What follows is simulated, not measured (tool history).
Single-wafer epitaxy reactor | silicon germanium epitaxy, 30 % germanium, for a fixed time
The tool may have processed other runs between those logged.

run,hour,wafer temperature setpoint (pyrometer-controlled) (K),chamber pressure (Pa),mean film thickness on the monitor wafer (angstrom)
1,0,868.15,2160,501.19
2,5.5,868.15,1986,485.35
3,12.1,868.15,1707,460.33
4,21,873.15,1707,499.26
5,26.1,875.15,1707,513.62
6,34.1,875.15,2013,542.13
7,41,876.15,2013,556.02

What does the tool deliver on the next run?
8,46.1,877.15,2013,?

mean film thickness on the monitor wafer (angstrom): 563.51
